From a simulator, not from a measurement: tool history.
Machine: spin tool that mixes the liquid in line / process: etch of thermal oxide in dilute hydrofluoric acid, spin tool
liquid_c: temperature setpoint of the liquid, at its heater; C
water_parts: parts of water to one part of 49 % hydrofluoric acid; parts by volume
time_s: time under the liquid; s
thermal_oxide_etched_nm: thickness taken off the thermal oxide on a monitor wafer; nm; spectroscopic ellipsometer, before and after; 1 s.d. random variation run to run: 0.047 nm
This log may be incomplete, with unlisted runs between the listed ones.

Run 1, hour 0: liquid_c 22 C, water_parts 280 parts by volume, time_s 325 s. Result: thermal_oxide_etched_nm 4.2795 nm.
Run 2, hour 1.8: liquid_c 22 C, water_parts 280 parts by volume, time_s 325 s. Result: thermal_oxide_etched_nm 4.2975 nm.
Run 3, hour 3.3: liquid_c 22 C, water_parts 280 parts by volume, time_s 345 s. Result: thermal_oxide_etched_nm 4.4709 nm.
Run 4, hour 5.1: liquid_c 22 C, water_parts 280 parts by volume, time_s 345 s. Result: thermal_oxide_etched_nm 4.5816 nm.
Run 5, hour 10.2: liquid_c 22 C, water_parts 280 parts by volume, time_s 345 s. Result: thermal_oxide_etched_nm 4.5897 nm.
Run 6, hour 15.7: liquid_c 21 C, water_parts 295 parts by volume, time_s 345 s. Result: thermal_oxide_etched_nm 4.1176 nm.
Run 7, hour 18.1: liquid_c 20.5 C, water_parts 305 parts by volume, time_s 345 s. Result: thermal_oxide_etched_nm 3.8793 nm.

Run 8 is up next; what results do you expect?
Run 8, hour 25.2: liquid_c 20 C, water_parts 315 parts by volume, time_s 345 s. Result: thermal_oxide_etched_nm ?.

Run 8 measured thermal_oxide_etched_nm 3.5225 nm.
